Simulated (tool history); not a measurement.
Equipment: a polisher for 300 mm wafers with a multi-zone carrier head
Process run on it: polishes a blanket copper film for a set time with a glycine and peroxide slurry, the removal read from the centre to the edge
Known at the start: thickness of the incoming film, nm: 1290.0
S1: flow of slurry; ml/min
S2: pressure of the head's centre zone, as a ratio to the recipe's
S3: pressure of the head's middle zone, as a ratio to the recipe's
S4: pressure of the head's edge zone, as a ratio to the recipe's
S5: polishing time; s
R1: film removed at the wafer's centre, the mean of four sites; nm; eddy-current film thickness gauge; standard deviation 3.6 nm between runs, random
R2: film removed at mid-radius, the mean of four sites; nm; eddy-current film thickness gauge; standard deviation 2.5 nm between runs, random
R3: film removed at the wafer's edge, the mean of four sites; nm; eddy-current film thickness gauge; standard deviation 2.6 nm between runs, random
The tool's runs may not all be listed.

run	hour	S1	S2	S3	S4	S5	R1	R2	R3
1	0	290	1	1	1	40	251.72	251.64	250.18
2	1.4	295	0.97	1.01	1.05	43	266.73	275.16	275.76
3	8.5	295	0.97	1.01	1	43	264.94	269.33	268.83
4	13.1	295	0.94	1.02	1.05	45	263.53	284.35	288.15
5	16.9	295	0.94	1.02	1.05	50	304.47	319.27	318.65
6	21.3	305	0.92	1.03	1.09	50	289.06	326.06	328.55
7	24.5	315	0.92	1.03	1.11	50	293.52	329.63	328.91

Run 8 comes next. What will it give?
8	26	310	0.91	1.02	1.13	50	?	?	?

{"run 8": {"R1": 290.07, "R2": 323.4, "R3": 331.62}}
